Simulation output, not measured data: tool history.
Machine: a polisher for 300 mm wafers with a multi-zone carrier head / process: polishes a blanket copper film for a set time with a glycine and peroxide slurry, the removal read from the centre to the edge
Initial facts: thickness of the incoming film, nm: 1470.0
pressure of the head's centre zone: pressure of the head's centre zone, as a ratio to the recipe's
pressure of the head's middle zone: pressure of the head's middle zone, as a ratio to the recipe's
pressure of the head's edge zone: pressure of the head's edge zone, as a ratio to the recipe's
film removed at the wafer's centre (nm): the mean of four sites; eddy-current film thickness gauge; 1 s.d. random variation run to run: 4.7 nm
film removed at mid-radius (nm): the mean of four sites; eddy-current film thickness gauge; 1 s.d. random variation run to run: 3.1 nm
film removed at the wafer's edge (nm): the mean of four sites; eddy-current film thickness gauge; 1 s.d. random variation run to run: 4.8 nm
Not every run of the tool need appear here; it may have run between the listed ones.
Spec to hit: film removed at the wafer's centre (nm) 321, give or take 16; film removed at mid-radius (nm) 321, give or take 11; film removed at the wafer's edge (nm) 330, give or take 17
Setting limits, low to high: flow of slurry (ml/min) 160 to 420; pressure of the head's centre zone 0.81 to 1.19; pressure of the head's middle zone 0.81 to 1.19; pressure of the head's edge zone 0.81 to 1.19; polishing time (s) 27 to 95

run,hour,flow of slurry (ml/min),pressure of the head's centre zone,pressure of the head's middle zone,pressure of the head's edge zone,polishing time (s),film removed at the wafer's centre (nm),film removed at mid-radius (nm),film removed at the wafer's edge (nm)
1,0,270,1,1,1,61,246.06,236.79,244.22
2,3.8,270,1,1,0.95,61,235.3,237.57,242.05
3,12.7,320,1,1,0.95,61,254.95,239.22,245.68
4,17.2,320,1,1,0.95,49,201.76,193.51,198.48
5,25.2,315,0.99,1,0.96,53,212.58,206.18,218.43
6,33.9,320,0.99,1.01,0.97,56,228.6,223.57,220.88
7,35.6,310,0.99,1.01,0.97,59,240.27,231.3,238.32
8,36.5,305,0.98,1.01,0.97,62,245.15,247.7,248.16

Next run, 5 choices. One meets every target within its allowed miss, the rest don't. Which?
A,37.4,230,0.96,0.81,1.03,94,?,?,?
B,37.4,320,1.02,1.17,0.97,52,?,?,?
C,37.4,210,0.83,0.85,1,52,?,?,?
D,37.4,275,0.85,1.06,0.98,52,?,?,?
E,37.4,295,0.97,0.99,0.99,82,?,?,?

move,film removed at the wafer's centre (nm),film removed at mid-radius (nm),film removed at the wafer's edge (nm)
A,352.17,298.95,382.16
B,216.37,233.75,210.35
C,165.88,169.96,206.36
D,176.85,211.65,209.19
E,321.09,317.15,333.66
A: better than the last run, though not everything is in spec
B: further off than the last run
C: further off than the last run
D: further off than the last run
E: each result inside its tolerance
Answer: E

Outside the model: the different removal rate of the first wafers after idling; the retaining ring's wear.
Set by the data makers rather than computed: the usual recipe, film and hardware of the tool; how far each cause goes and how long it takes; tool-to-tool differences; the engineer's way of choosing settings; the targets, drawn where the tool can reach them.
